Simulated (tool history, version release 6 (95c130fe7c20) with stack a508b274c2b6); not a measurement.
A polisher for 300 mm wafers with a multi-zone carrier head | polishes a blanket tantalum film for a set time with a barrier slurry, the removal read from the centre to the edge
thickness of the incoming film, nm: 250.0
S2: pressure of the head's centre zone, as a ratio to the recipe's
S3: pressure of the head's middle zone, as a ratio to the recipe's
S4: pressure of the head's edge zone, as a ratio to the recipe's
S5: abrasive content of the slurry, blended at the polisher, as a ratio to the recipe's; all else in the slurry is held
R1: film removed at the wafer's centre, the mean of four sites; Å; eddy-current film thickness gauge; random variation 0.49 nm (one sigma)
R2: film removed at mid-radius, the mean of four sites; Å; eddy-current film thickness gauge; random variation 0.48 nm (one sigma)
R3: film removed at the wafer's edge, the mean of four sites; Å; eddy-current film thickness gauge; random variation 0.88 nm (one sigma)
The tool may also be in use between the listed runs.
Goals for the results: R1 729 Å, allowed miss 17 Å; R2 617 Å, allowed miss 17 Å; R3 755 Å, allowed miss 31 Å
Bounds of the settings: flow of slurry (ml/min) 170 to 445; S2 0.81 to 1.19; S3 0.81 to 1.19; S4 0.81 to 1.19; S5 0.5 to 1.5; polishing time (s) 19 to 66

{"run": 1, "hour": 0.0, "flow of slurry (ml/min)": 285, "S2": 1, "S3": 1, "S4": 1, "S5": 1, "polishing time (s)": 42, "R1": 958.55, "R2": 935.75, "R3": 972.51}
{"run": 2, "hour": 1.5, "flow of slurry (ml/min)": 285, "S2": 1, "S3": 1.06, "S4": 1, "S5": 1, "polishing time (s)": 42, "R1": 960.46, "R2": 980.21, "R3": 986.26}
{"run": 3, "hour": 9.6, "flow of slurry (ml/min)": 275, "S2": 1, "S3": 1.01, "S4": 1.01, "S5": 0.9, "polishing time (s)": 41, "R1": 902.91, "R2": 914.13, "R3": 937.84}
{"run": 4, "hour": 15.8, "flow of slurry (ml/min)": 290, "S2": 1.02, "S3": 0.97, "S4": 1.05, "S5": 0.85, "polishing time (s)": 39, "R1": 868.18, "R2": 812.92, "R3": 894.73}
{"run": 5, "hour": 19.6, "flow of slurry (ml/min)": 290, "S2": 1.02, "S3": 0.97, "S4": 1.05, "S5": 0.7, "polishing time (s)": 39, "R1": 851.9, "R2": 797.1, "R3": 859.04}
{"run": 6, "hour": 21.8, "flow of slurry (ml/min)": 355, "S2": 1.02, "S3": 0.97, "S4": 1.05, "S5": 0.7, "polishing time (s)": 39, "R1": 861.26, "R2": 804.81, "R3": 866.59}
{"run": 7, "hour": 22.6, "flow of slurry (ml/min)": 355, "S2": 1.01, "S3": 0.94, "S4": 1.05, "S5": 0.65, "polishing time (s)": 38, "R1": 810.71, "R2": 754.66, "R3": 844.42}
{"run": 8, "hour": 24.3, "flow of slurry (ml/min)": 350, "S2": 1.01, "S3": 0.92, "S4": 1.04, "S5": 0.6, "polishing time (s)": 38, "R1": 799.89, "R2": 719.84, "R3": 826.84}
{"run": 9, "hour": 31.6, "flow of slurry (ml/min)": 345, "S2": 1, "S3": 0.9, "S4": 1.01, "S5": 0.6, "polishing time (s)": 38, "R1": 793.3, "R2": 716.24, "R3": 814.61}
{"run": 10, "hour": 34.4, "flow of slurry (ml/min)": 340, "S2": 1, "S3": 0.88, "S4": 1.01, "S5": 0.6, "polishing time (s)": 38, "R1": 795.34, "R2": 710.92, "R3": 817.38}
{"run": 11, "hour": 38.6, "flow of slurry (ml/min)": 340, "S2": 1, "S3": 0.87, "S4": 1.01, "S5": 0.6, "polishing time (s)": 37, "R1": 769.97, "R2": 675.38, "R3": 784.05}
{"run": 12, "hour": 41.0, "flow of slurry (ml/min)": 335, "S2": 1, "S3": 0.86, "S4": 1.01, "S5": 0.6, "polishing time (s)": 37, "R1": 765.96, "R2": 672.14, "R3": 781.83}
{"run": 13, "hour": 50.0, "flow of slurry (ml/min)": 330, "S2": 1, "S3": 0.85, "S4": 1.01, "S5": 0.6, "polishing time (s)": 37, "R1": 771.49, "R2": 671.26, "R3": 801.24}
{"run": 14, "hour": 50.6, "flow of slurry (ml/min)": 300, "S2": 0.99, "S3": 0.81, "S4": 0.95, "S5": 0.5, "polishing time (s)": 36, "R1": 720.24, "R2": 599.17, "R3": 717.42}

Which one of the following 5 next-run settings gets every result inside its allowed miss? There is exactly one.
{"run": "A", "hour": 51.2, "flow of slurry (ml/min)": 230, "S2": 1.06, "S3": 0.91, "S4": 0.92, "S5": 0.5, "polishing time (s)": 35, "R1": "?", "R2": "?", "R3": "?"}
{"run": "B", "hour": 51.2, "flow of slurry (ml/min)": 400, "S2": 1.02, "S3": 0.81, "S4": 0.88, "S5": 0.5, "polishing time (s)": 35, "R1": "?", "R2": "?", "R3": "?"}
{"run": "C", "hour": 51.2, "flow of slurry (ml/min)": 255, "S2": 1.01, "S3": 0.85, "S4": 1.05, "S5": 0.55, "polishing time (s)": 36, "R1": "?", "R2": "?", "R3": "?"}
{"run": "D", "hour": 51.2, "flow of slurry (ml/min)": 320, "S2": 1.08, "S3": 0.84, "S4": 0.86, "S5": 0.5, "polishing time (s)": 34, "R1": "?", "R2": "?", "R3": "?"}
{"run": "E", "hour": 51.2, "flow of slurry (ml/min)": 220, "S2": 1.07, "S3": 0.89, "S4": 0.86, "S5": 0.5, "polishing time (s)": 34, "R1": "?", "R2": "?", "R3": "?"}

move=A R1=731.03 R2=633.8 R3=689.5
move=B R1=735.03 R2=599.87 R3=697.77
move=C R1=734.68 R2=631.8 R3=773.69
move=D R1=744.04 R2=591.18 R3=662.83
move=E R1=713.84 R2=602.23 R3=647.86
A: misses by more than the last run did
B: misses by more than the last run did
C: each result inside its tolerance
D: misses by more than the last run did
E: misses by more than the last run did
Go with C: it meets all targets.
